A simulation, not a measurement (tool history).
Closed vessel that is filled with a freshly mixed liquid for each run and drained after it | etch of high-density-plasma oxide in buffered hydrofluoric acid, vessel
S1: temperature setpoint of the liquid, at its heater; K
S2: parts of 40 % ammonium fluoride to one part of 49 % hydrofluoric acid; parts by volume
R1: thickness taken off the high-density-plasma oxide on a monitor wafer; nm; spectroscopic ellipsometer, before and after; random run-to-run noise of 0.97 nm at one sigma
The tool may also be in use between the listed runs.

Run 1, hour 0.0: S1 296.15 K, S2 16.0 parts by volume, time in the liquid (s) 85. Result: R1 63.043 nm.
Run 2, hour 6.5: S1 298.15 K, S2 15.5 parts by volume, time in the liquid (s) 85. Result: R1 73.296 nm.
Run 3, hour 15.7: S1 299.65 K, S2 15.5 parts by volume, time in the liquid (s) 85. Result: R1 79.685 nm.
Run 4, hour 18.7: S1 302.15 K, S2 15.5 parts by volume, time in the liquid (s) 85. Result: R1 92.015 nm.
Run 5, hour 24.0: S1 302.15 K, S2 15.5 parts by volume, time in the liquid (s) 85. Result: R1 90.252 nm.
Run 6, hour 31.5: S1 302.65 K, S2 15.0 parts by volume, time in the liquid (s) 85. Result: R1 96.642 nm.
Run 7, hour 33.3: S1 303.15 K, S2 15.0 parts by volume, time in the liquid (s) 85. Result: R1 99.959 nm.

For run 8, what comes out?
Run 8, hour 41.1: S1 303.65 K, S2 15.0 parts by volume, time in the liquid (s) 85. Result: R1 ?.

R1: 101.590 nm
